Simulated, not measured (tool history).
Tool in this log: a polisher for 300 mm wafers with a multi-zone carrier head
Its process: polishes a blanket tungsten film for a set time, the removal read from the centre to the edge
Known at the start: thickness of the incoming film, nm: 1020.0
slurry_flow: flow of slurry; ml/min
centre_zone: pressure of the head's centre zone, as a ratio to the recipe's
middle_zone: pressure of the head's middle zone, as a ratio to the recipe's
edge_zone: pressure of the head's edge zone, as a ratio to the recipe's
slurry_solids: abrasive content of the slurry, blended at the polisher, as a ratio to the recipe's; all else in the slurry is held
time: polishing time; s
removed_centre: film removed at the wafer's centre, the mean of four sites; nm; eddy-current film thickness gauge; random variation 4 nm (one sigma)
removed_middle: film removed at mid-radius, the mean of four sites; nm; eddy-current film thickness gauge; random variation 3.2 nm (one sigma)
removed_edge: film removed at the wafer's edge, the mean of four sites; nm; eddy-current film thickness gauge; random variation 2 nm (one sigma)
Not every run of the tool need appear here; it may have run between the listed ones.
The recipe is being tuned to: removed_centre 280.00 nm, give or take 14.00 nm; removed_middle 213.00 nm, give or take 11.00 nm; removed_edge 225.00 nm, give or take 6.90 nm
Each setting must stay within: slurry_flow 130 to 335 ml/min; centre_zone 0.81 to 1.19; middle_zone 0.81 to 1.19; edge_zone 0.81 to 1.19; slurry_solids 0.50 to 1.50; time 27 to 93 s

{"run": 1, "hour": 0.0, "slurry_flow": 215, "centre_zone": 1.0, "middle_zone": 1.0, "edge_zone": 1.0, "slurry_solids": 1.0, "time": 59, "removed_centre": 280.05, "removed_middle": 268.92, "removed_edge": 268.07}
{"run": 2, "hour": 5.6, "slurry_flow": 215, "centre_zone": 1.0, "middle_zone": 1.0, "edge_zone": 1.07, "slurry_solids": 1.0, "time": 59, "removed_centre": 280.63, "removed_middle": 269.91, "removed_edge": 276.04}
{"run": 3, "hour": 13.1, "slurry_flow": 215, "centre_zone": 1.04, "middle_zone": 0.97, "edge_zone": 1.02, "slurry_solids": 0.85, "time": 58, "removed_centre": 276.98, "removed_middle": 248.05, "removed_edge": 261.38}
{"run": 4, "hour": 18.5, "slurry_flow": 215, "centre_zone": 1.04, "middle_zone": 0.97, "edge_zone": 1.02, "slurry_solids": 0.85, "time": 52, "removed_centre": 254.08, "removed_middle": 228.65, "removed_edge": 232.59}
{"run": 5, "hour": 23.2, "slurry_flow": 215, "centre_zone": 1.04, "middle_zone": 0.97, "edge_zone": 1.08, "slurry_solids": 0.85, "time": 52, "removed_centre": 251.86, "removed_middle": 230.45, "removed_edge": 239.2}
{"run": 6, "hour": 28.5, "slurry_flow": 215, "centre_zone": 0.98, "middle_zone": 0.97, "edge_zone": 1.08, "slurry_solids": 0.85, "time": 52, "removed_centre": 233.76, "removed_middle": 223.51, "removed_edge": 238.63}
{"run": 7, "hour": 31.1, "slurry_flow": 220, "centre_zone": 1.03, "middle_zone": 0.95, "edge_zone": 1.05, "slurry_solids": 0.8, "time": 52, "removed_centre": 251.58, "removed_middle": 219.63, "removed_edge": 236.94}
{"run": 8, "hour": 35.4, "slurry_flow": 225, "centre_zone": 1.06, "middle_zone": 0.94, "edge_zone": 1.02, "slurry_solids": 0.75, "time": 52, "removed_centre": 257.99, "removed_middle": 215.25, "removed_edge": 225.73}
{"run": 9, "hour": 40.7, "slurry_flow": 230, "centre_zone": 1.08, "middle_zone": 0.93, "edge_zone": 1.02, "slurry_solids": 0.75, "time": 52, "removed_centre": 263.93, "removed_middle": 209.63, "removed_edge": 227.6}

4 next moves are on the table. One of them brings every result within its allowed miss. Which?
{"run": "A", "hour": 46.0, "slurry_flow": 255, "centre_zone": 1.11, "middle_zone": 0.9, "edge_zone": 1.04, "slurry_solids": 0.7, "time": 46, "removed_centre": "?", "removed_middle": "?", "removed_edge": "?"}
{"run": "B", "hour": 46.0, "slurry_flow": 240, "centre_zone": 0.99, "middle_zone": 0.97, "edge_zone": 1.03, "slurry_solids": 0.75, "time": 50, "removed_centre": "?", "removed_middle": "?", "removed_edge": "?"}
{"run": "C", "hour": 46.0, "slurry_flow": 305, "centre_zone": 1.19, "middle_zone": 0.97, "edge_zone": 1.08, "slurry_solids": 0.7, "time": 49, "removed_centre": "?", "removed_middle": "?", "removed_edge": "?"}
{"run": "D", "hour": 46.0, "slurry_flow": 255, "centre_zone": 1.13, "middle_zone": 0.9, "edge_zone": 1.09, "slurry_solids": 0.75, "time": 45, "removed_centre": "?", "removed_middle": "?", "removed_edge": "?"}

move=A removed_centre=241.14 removed_middle=184.59 removed_edge=200.80
move=B removed_centre=234.50 removed_middle=214.66 removed_edge=218.37
move=C removed_centre=281.75 removed_middle=213.40 removed_edge=221.05
move=D removed_centre=243.07 removed_middle=182.73 removed_edge=203.50
A: its largest miss is bigger than the last run's
B: its largest miss is bigger than the last run's
C: each result inside its tolerance
D: its largest miss is bigger than the last run's
So the answer is move C, the one that meets all the targets.
